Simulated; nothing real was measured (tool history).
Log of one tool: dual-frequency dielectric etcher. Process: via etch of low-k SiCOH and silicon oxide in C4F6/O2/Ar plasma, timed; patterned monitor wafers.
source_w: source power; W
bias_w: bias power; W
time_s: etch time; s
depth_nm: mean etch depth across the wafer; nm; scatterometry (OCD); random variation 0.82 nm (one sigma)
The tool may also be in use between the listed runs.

run 1 day=0.000 | source_w=450 bias_w=145 time_s=72 | depth_nm=187.25
run 2 day=0.238 | source_w=400 bias_w=145 time_s=72 | depth_nm=182.31
run 3 day=0.592 | source_w=400 bias_w=160 time_s=72 | depth_nm=189.66
run 4 day=0.738 | source_w=370 bias_w=155 time_s=72 | depth_nm=182.32
run 5 day=0.775 | source_w=370 bias_w=176 time_s=72 | depth_nm=190.88
run 6 day=0.867 | source_w=450 bias_w=176 time_s=72 | depth_nm=201.26
run 7 day=1.146 | source_w=410 bias_w=167 time_s=72 | depth_nm=192.88

Run 8 comes next. What will it give?
run 8 day=1.450 | source_w=380 bias_w=161 time_s=72 | depth_nm=?

{"run 8": {"depth_nm": 188.53}}
